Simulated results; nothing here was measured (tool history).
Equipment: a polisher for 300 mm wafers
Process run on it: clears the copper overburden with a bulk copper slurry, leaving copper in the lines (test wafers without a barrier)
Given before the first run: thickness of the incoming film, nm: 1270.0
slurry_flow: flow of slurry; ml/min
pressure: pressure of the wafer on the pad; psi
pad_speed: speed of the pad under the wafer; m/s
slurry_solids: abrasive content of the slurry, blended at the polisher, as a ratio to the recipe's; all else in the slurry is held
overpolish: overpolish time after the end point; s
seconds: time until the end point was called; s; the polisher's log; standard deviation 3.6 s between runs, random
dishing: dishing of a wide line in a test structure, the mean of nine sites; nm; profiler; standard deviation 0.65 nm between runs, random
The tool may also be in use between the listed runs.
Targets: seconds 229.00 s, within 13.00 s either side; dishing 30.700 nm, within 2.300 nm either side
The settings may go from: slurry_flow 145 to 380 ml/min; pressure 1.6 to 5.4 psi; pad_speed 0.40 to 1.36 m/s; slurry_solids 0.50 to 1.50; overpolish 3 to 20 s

{"run": 1, "day": 0.0, "slurry_flow": 245, "pressure": 3.5, "pad_speed": 0.88, "slurry_solids": 1.0, "overpolish": 10, "seconds": 146.57, "dishing": 32.496}
{"run": 2, "day": 0.254, "slurry_flow": 245, "pressure": 3.3, "pad_speed": 0.88, "slurry_solids": 1.0, "overpolish": 11, "seconds": 161.82, "dishing": 33.841}
{"run": 3, "day": 0.492, "slurry_flow": 245, "pressure": 3.1, "pad_speed": 0.88, "slurry_solids": 1.0, "overpolish": 11, "seconds": 164.09, "dishing": 31.551}
{"run": 4, "day": 0.808, "slurry_flow": 245, "pressure": 2.9, "pad_speed": 0.86, "slurry_solids": 1.0, "overpolish": 12, "seconds": 176.7, "dishing": 32.487}
{"run": 5, "day": 0.912, "slurry_flow": 245, "pressure": 2.8, "pad_speed": 0.86, "slurry_solids": 1.0, "overpolish": 12, "seconds": 180.16, "dishing": 32.79}
{"run": 6, "day": 1.196, "slurry_flow": 245, "pressure": 2.8, "pad_speed": 1.0, "slurry_solids": 1.0, "overpolish": 12, "seconds": 159.58, "dishing": 33.033}
{"run": 7, "day": 1.5, "slurry_flow": 245, "pressure": 2.6, "pad_speed": 0.98, "slurry_solids": 1.0, "overpolish": 12, "seconds": 170.45, "dishing": 32.592}
{"run": 8, "day": 1.596, "slurry_flow": 245, "pressure": 2.4, "pad_speed": 0.96, "slurry_solids": 1.0, "overpolish": 12, "seconds": 179.47, "dishing": 33.189}
{"run": 9, "day": 1.788, "slurry_flow": 245, "pressure": 1.6, "pad_speed": 0.88, "slurry_solids": 1.0, "overpolish": 11, "seconds": 246.26, "dishing": 27.681}

Below are 5 possible settings for the next run. Only one of them brings all results inside the allowed miss of their targets. Which is it?
{"run": "A", "day": 1.979, "slurry_flow": 230, "pressure": 1.8, "pad_speed": 0.84, "slurry_solids": 1.4, "overpolish": 13, "seconds": "?", "dishing": "?"}
{"run": "B", "day": 1.979, "slurry_flow": 145, "pressure": 1.6, "pad_speed": 0.9, "slurry_solids": 0.9, "overpolish": 14, "seconds": "?", "dishing": "?"}
{"run": "C", "day": 1.979, "slurry_flow": 275, "pressure": 1.8, "pad_speed": 0.76, "slurry_solids": 0.95, "overpolish": 16, "seconds": "?", "dishing": "?"}
{"run": "D", "day": 1.979, "slurry_flow": 215, "pressure": 1.6, "pad_speed": 0.7, "slurry_solids": 1.15, "overpolish": 13, "seconds": "?", "dishing": "?"}
{"run": "E", "day": 1.979, "slurry_flow": 215, "pressure": 1.6, "pad_speed": 0.92, "slurry_solids": 0.85, "overpolish": 10, "seconds": "?", "dishing": "?"}

move=A seconds=221.06 dishing=30.282
move=B seconds=265.83 dishing=28.847
move=C seconds=265.50 dishing=30.555
move=D seconds=298.61 dishing=26.473
move=E seconds=249.27 dishing=25.405
A: each result inside its tolerance
B: misses by more than the last run did
C: misses by more than the last run did
D: misses by more than the last run did
E: misses by more than the last run did
The right move is A.

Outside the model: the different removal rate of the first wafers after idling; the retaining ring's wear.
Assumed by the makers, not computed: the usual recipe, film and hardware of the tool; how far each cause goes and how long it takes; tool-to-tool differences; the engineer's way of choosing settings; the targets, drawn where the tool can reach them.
